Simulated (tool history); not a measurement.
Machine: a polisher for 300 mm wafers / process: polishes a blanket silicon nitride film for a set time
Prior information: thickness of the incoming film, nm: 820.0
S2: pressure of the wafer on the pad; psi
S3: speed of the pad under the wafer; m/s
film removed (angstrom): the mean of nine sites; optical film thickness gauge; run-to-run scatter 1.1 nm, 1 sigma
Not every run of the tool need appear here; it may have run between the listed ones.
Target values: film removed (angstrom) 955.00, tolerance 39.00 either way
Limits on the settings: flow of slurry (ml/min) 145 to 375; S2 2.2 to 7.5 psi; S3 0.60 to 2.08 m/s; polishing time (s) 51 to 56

{"run": 1, "hour": 0.0, "flow of slurry (ml/min)": 240, "S2": 4.8, "S3": 1.34, "polishing time (s)": 56, "film removed (angstrom)": 1505.5}
{"run": 2, "hour": 0.6, "flow of slurry (ml/min)": 240, "S2": 4.8, "S3": 1.18, "polishing time (s)": 56, "film removed (angstrom)": 1376.0}
{"run": 3, "hour": 3.4, "flow of slurry (ml/min)": 240, "S2": 4.4, "S3": 1.18, "polishing time (s)": 56, "film removed (angstrom)": 1260.1}
{"run": 4, "hour": 8.6, "flow of slurry (ml/min)": 240, "S2": 4.1, "S3": 1.18, "polishing time (s)": 56, "film removed (angstrom)": 1182.6}
{"run": 5, "hour": 12.6, "flow of slurry (ml/min)": 240, "S2": 4.1, "S3": 1.18, "polishing time (s)": 51, "film removed (angstrom)": 1072.0}
{"run": 6, "hour": 21.4, "flow of slurry (ml/min)": 240, "S2": 4.0, "S3": 1.18, "polishing time (s)": 51, "film removed (angstrom)": 1062.9}
{"run": 7, "hour": 24.4, "flow of slurry (ml/min)": 240, "S2": 3.9, "S3": 1.18, "polishing time (s)": 51, "film removed (angstrom)": 1007.9}
{"run": 8, "hour": 32.4, "flow of slurry (ml/min)": 240, "S2": 3.8, "S3": 1.18, "polishing time (s)": 51, "film removed (angstrom)": 1013.5}

5 candidate next runs follow, results not yet known. Just one meets every target within its allowed miss. Identify it.
{"run": "A", "hour": 40.4, "flow of slurry (ml/min)": 225, "S2": 3.7, "S3": 1.12, "polishing time (s)": 56, "film removed (angstrom)": "?"}
{"run": "B", "hour": 40.4, "flow of slurry (ml/min)": 250, "S2": 3.7, "S3": 1.26, "polishing time (s)": 55, "film removed (angstrom)": "?"}
{"run": "C", "hour": 40.4, "flow of slurry (ml/min)": 260, "S2": 3.9, "S3": 1.18, "polishing time (s)": 52, "film removed (angstrom)": "?"}
{"run": "D", "hour": 40.4, "flow of slurry (ml/min)": 295, "S2": 3.3, "S3": 1.34, "polishing time (s)": 51, "film removed (angstrom)": "?"}
{"run": "E", "hour": 40.4, "flow of slurry (ml/min)": 225, "S2": 3.5, "S3": 1.32, "polishing time (s)": 56, "film removed (angstrom)": "?"}

move=A film_removed_(angstrom)=1024.70
move=B film_removed_(angstrom)=1102.90
move=C film_removed_(angstrom)=1054.50
move=D film_removed_(angstrom)=972.29
move=E film_removed_(angstrom)=1084.50
A: further off than the last run
B: further off than the last run
C: further off than the last run
D: all results in spec
E: further off than the last run
Go with D: it meets all targets.
